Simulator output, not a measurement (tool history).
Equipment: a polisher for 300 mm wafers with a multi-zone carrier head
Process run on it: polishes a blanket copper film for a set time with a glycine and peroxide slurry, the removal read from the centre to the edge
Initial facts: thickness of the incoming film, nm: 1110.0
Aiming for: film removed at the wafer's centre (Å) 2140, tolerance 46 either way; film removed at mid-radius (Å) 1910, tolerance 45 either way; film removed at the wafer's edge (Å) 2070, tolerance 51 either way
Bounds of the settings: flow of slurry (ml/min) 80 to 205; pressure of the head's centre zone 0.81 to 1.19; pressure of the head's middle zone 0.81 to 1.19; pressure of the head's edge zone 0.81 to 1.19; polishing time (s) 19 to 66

run,hour,flow of slurry (ml/min),pressure of the head's centre zone,pressure of the head's middle zone,pressure of the head's edge zone,polishing time (s),film removed at the wafer's centre (Å),film removed at mid-radius (Å),film removed at the wafer's edge (Å)
1,0,135,1,1,1,42,2953,3046.1,2956
2,0.8,135,1,0.93,1,42,2928.9,2801.4,2933.9
3,5.5,135,0.96,0.93,1,42,2873.5,2848.6,2977.8
4,8.8,135,1.01,0.93,1,42,2981.3,2835.8,2954.4
5,14.2,135,1.01,0.97,1,42,2980.7,2885.2,2949.7
6,20,135,1.01,0.97,1.09,42,2991.5,2904.1,3067
7,20.6,125,1.01,0.94,1.04,40,2786.3,2695.7,2850.3
8,25.9,125,1.01,0.92,1.01,38,2657.5,2505.5,2658.2
9,34,120,1.01,0.9,0.98,37,2552.2,2365.1,2531
10,39.5,85,0.98,0.81,0.88,33,2045.1,1768.6,2052.1

Below are 4 possible settings for the next run. Only one of them brings all results inside the allowed miss of their targets. Which is it?
A,45,85,0.97,0.86,0.88,33,?,?,?
B,45,85,1.01,0.85,0.85,34,?,?,?
C,45,130,1.02,0.83,0.84,30,?,?,?
D,45,85,0.91,0.83,0.89,33,?,?,?

move,film removed at the wafer's centre (Å),film removed at mid-radius (Å),film removed at the wafer's edge (Å)
A,1997.1,1911.9,2050.7
B,2130.9,1950.7,2081.1
C,2108.9,1851.1,1947.2
D,1889.8,1857.5,2061.9
A: meets the target for the result that was furthest off, but another lies outside its allowed miss
B: all results land within tolerance of their targets
C: better than the last run, though not everything is in spec
D: misses by more than the last run did
B meets every target.
